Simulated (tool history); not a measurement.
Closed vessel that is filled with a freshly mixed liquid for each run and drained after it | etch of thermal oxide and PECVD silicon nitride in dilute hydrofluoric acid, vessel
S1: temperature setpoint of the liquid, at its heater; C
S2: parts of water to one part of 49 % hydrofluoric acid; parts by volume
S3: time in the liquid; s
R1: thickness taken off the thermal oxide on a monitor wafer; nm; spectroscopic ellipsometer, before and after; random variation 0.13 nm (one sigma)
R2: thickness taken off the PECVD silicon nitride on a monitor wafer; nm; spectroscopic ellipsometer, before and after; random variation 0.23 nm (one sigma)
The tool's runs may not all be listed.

{"run": 1, "day": 0.0, "S1": 20, "S2": 80, "S3": 545, "R1": 28.841, "R2": 28.19}
{"run": 2, "day": 0.121, "S1": 20, "S2": 85, "S3": 550, "R1": 26.712, "R2": 26.203}
{"run": 3, "day": 0.279, "S1": 20, "S2": 90, "S3": 555, "R1": 25.241, "R2": 25.407}
{"run": 4, "day": 0.392, "S1": 20, "S2": 90, "S3": 560, "R1": 25.526, "R2": 25.813}
{"day": 0.475, "done": "thermometer replaced"}
{"run": 5, "day": 0.475, "S1": 20, "S2": 90, "S3": 780, "R1": 32.398, "R2": 30.583}
{"run": 6, "day": 0.583, "S1": 20.5, "S2": 95, "S3": 775, "R1": 30.95, "R2": 29.441}

Forecast run 7:
{"run": 7, "day": 0.7, "S1": 21, "S2": 100, "S3": 765, "R1": "?", "R2": "?"}

Run 7 gave R1 29.597 nm, R2 28.677 nm.
